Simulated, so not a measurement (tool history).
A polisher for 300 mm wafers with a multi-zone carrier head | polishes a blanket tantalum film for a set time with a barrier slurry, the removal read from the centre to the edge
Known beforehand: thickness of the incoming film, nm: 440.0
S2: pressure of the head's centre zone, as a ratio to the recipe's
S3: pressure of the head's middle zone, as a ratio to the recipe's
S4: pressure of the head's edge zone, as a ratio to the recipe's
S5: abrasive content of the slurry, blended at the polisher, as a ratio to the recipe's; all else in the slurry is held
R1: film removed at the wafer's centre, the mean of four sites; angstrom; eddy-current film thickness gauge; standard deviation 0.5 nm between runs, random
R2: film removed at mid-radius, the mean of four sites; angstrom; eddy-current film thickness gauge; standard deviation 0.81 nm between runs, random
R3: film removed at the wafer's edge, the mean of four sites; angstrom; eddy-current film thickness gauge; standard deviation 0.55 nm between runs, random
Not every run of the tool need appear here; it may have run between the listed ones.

Run 1, hour 0: flow of slurry (ml/min) 275, S2 1, S3 1, S4 1, S5 1, polishing time (s) 69. Result: R1 1103.7 angstrom, R2 1145.8 angstrom, R3 1074.4 angstrom.
Run 2, hour 6.4: flow of slurry (ml/min) 275, S2 1.08, S3 1, S4 1, S5 1, polishing time (s) 69. Result: R1 1201.9 angstrom, R2 1108.8 angstrom, R3 1075 angstrom.
Run 3, hour 7.1: flow of slurry (ml/min) 275, S2 1.08, S3 1.04, S4 1, S5 1, polishing time (s) 69. Result: R1 1213.8 angstrom, R2 1149.5 angstrom, R3 1094.5 angstrom.
Run 4, hour 9.1: flow of slurry (ml/min) 260, S2 1.07, S3 0.98, S4 1.03, S5 0.85, polishing time (s) 65. Result: R1 1087.2 angstrom, R2 983.65 angstrom, R3 977.92 angstrom.
Run 5, hour 13.3: flow of slurry (ml/min) 245, S2 1.04, S3 0.93, S4 1.06, S5 0.75, polishing time (s) 62. Result: R1 969.91 angstrom, R2 893.12 angstrom, R3 933.6 angstrom.
Run 6, hour 17.8: flow of slurry (ml/min) 235, S2 1.03, S3 0.9, S4 1.05, S5 0.7, polishing time (s) 60. Result: R1 905.05 angstrom, R2 802.12 angstrom, R3 877.29 angstrom.
Run 7, hour 18.5: flow of slurry (ml/min) 230, S2 1.01, S3 0.88, S4 1, S5 0.7, polishing time (s) 60. Result: R1 892.77 angstrom, R2 801.02 angstrom, R3 863.01 angstrom.
Run 8, hour 25.6: flow of slurry (ml/min) 225, S2 1, S3 0.86, S4 0.99, S5 0.65, polishing time (s) 59. Result: R1 851.26 angstrom, R2 774.58 angstrom, R3 829.91 angstrom.

What does the tool deliver on the next run?
Run 9, hour 28.9: flow of slurry (ml/min) 215, S2 1, S3 0.85, S4 0.99, S5 0.6, polishing time (s) 58. Result: R1 ?, R2 ?, R3 ?.

R1: 815.34 angstrom
R2: 725.86 angstrom
R3: 805.34 angstrom
